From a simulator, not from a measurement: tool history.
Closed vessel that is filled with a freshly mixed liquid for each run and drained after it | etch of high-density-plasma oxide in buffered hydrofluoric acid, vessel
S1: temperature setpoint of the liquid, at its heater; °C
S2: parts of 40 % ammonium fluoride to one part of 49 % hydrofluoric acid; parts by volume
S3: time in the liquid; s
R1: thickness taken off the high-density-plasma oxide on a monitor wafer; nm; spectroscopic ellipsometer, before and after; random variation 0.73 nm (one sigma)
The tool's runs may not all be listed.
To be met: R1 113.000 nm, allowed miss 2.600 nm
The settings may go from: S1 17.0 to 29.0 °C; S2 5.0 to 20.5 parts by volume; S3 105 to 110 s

run	hour	S1	S2	S3	R1
1	0.0	21.0	12.5	105	88.806
2	5.9	21.0	12.5	110	93.449
3	14.5	22.0	12.5	110	99.390
4	20.7	20.5	12.5	110	90.972
5	29.7	21.5	12.5	110	97.556
6	32.7	21.5	15.5	110	78.608
7	40.5	23.5	15.5	110	86.833
8	47.3	25.0	15.5	110	94.206
9	55.0	26.0	15.5	110	100.450
10	62.6	26.5	15.5	110	101.790
11	69.3	27.0	15.5	110	105.980

Which of these 5 next moves meets every target?
A	76.0	28.0	14.5	110	?
B	76.0	27.0	14.5	110	?
C	76.0	29.0	14.5	105	?
D	76.0	26.0	14.0	105	?
E	76.0	27.5	13.5	105	?

move	R1
A	118.900
B	112.650
C	119.750
D	105.400
E	118.490
A: takes the result that was furthest off past its target
B: meets every target
C: takes the result that was furthest off past its target
D: further off than the last run
E: takes the result that was furthest off past its target
The right move is B.

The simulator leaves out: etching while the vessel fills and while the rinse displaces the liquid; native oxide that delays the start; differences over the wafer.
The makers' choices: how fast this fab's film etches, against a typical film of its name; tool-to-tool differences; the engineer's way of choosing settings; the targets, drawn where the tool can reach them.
